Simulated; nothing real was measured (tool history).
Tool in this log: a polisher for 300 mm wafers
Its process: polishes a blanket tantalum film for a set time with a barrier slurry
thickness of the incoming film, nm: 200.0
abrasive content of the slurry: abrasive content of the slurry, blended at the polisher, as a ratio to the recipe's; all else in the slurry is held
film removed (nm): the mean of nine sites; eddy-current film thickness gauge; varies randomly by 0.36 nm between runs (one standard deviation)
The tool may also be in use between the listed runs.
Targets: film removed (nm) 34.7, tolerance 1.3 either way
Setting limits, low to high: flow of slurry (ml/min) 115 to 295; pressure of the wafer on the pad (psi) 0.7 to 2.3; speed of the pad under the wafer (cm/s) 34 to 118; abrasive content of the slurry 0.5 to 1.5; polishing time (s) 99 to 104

run,hour,flow of slurry (ml/min),pressure of the wafer on the pad (psi),speed of the pad under the wafer (cm/s),abrasive content of the slurry,polishing time (s),film removed (nm)
1,0,190,1.5,76,1,99,84.593
2,3.6,190,1.5,76,1.15,99,85.219
3,6.6,190,1.5,76,1.15,104,90.263
4,12.6,190,1.2,76,1.15,104,75.085
5,21.2,215,1.2,76,1.15,104,75.429
6,26.8,215,1.2,60,1.15,104,61.342
7,27.6,215,1.1,56,1.15,104,51.363
8,30.4,210,1,54,1.15,104,44.68
9,37.2,200,1,54,1.15,104,44.614
10,42,190,1,54,1.15,104,44.198
11,48,180,1,54,1.15,104,44.822
12,52,180,0.9,54,1.15,104,39.979

Next run, 4 choices. One meets every target within its allowed miss, the rest don't. Which?
A,56,200,0.8,48,1.15,100,?
B,56,205,0.8,58,1.15,99,?
C,56,180,0.8,54,1.15,100,?
D,56,180,1.1,52,1.15,104,?

move,film removed (nm)
A,31.65
B,37.688
C,34.856
D,47.357
A: the result that was furthest off in the last run now lies on the other side of its target
B: moves toward the targets from the last run without getting all of them in spec
C: all results in spec
D: lands further from the targets than the last run did
The move that meets every target is C.
